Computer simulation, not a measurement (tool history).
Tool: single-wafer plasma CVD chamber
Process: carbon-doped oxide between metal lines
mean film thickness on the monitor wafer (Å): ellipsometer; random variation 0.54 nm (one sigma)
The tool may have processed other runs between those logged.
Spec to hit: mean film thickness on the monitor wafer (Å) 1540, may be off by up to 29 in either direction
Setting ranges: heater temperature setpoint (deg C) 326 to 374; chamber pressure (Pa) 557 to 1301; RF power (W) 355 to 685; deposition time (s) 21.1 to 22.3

run  hour  heater temperature setpoint (deg C)  chamber pressure (Pa)  RF power (W)  deposition time (s)  mean film thickness on the monitor wafer (Å)
  1     0                                  350                    929           520                 22.3                                        1309.7
  2   7.5                                  348                    945           535                 22.3                                        1347.6
  3  14.2                                  355                    945           535                 22.3                                        1333.7
  4  18.6                                  364                    945           535                 22.3                                        1301.4
  5    25                                  364                    945           535                 21.1                                        1230.7
     32.9  -- thermocouple changed; heater temperature recalibrated
  6  32.9                                  364                    945           500                 21.1                                        1170.1
  7  38.6                                  361                    969           525                 21.2                                          1237
  8  39.5                                  359                   1003           545                 21.2                                        1280.2
  9  42.9                                  357                   1017           560                 21.2                                        1315.8
 10    48                                  355                   1031           575                 21.2                                        1355.7

Next run, 4 choices. One meets every target within its allowed miss, the rest don't. Which?
  A  53.1                                  349                    996           630                 21.5                                             ?
  B  53.1                                  373                   1195           470                 22.3                                             ?
  C  53.1                                  354                   1072           645                 21.1                                             ?
  D  53.1                                  348                   1080           615                 22.3                                             ?

move  mean film thickness on the monitor wafer (Å)
   A                                        1496.9
   B                                        1176.2
   C                                        1484.7
   D                                        1536.4
A: nearer the targets than the last run, but a result is still out of spec
B: further off than the last run
C: nearer the targets than the last run, but a result is still out of spec
D: each result inside its tolerance
Go with D: it meets all targets.
